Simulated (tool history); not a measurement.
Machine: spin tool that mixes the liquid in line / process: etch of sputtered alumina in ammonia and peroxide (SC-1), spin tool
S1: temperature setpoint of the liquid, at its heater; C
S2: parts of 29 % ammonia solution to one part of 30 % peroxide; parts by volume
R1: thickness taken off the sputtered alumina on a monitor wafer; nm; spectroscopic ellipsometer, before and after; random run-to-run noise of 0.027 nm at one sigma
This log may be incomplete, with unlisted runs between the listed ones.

Run 1, hour 0: S1 51 C, S2 0.45 parts by volume, time under the liquid (s) 185. Result: R1 8.7347 nm.
Run 2, hour 2.7: S1 47.5 C, S2 0.45 parts by volume, time under the liquid (s) 185. Result: R1 7.1532 nm.
Run 3, hour 4.4: S1 51 C, S2 0.45 parts by volume, time under the liquid (s) 185. Result: R1 8.7538 nm.
Run 4, hour 6.4: S1 51 C, S2 0.45 parts by volume, time under the liquid (s) 185. Result: R1 8.7676 nm.
Run 5, hour 14.8: S1 46 C, S2 0.45 parts by volume, time under the liquid (s) 185. Result: R1 6.6019 nm.
Run 6, hour 19.7: S1 46 C, S2 0.45 parts by volume, time under the liquid (s) 185. Result: R1 6.5891 nm.
Run 7, hour 21.4: S1 44.5 C, S2 0.45 parts by volume, time under the liquid (s) 185. Result: R1 6.0053 nm.
Run 8, hour 26.6: S1 40.5 C, S2 0.45 parts by volume, time under the liquid (s) 185. Result: R1 4.7552 nm.
At hour 30.4: heated supply line repaired.
Run 9, hour 30.4: S1 41 C, S2 0.45 parts by volume, time under the liquid (s) 185. Result: R1 5.6289 nm.

Run 10 is up next; what results do you expect?
Run 10, hour 37.5: S1 40 C, S2 0.45 parts by volume, time under the liquid (s) 185. Result: R1 ?.

R1: 5.2626 nm

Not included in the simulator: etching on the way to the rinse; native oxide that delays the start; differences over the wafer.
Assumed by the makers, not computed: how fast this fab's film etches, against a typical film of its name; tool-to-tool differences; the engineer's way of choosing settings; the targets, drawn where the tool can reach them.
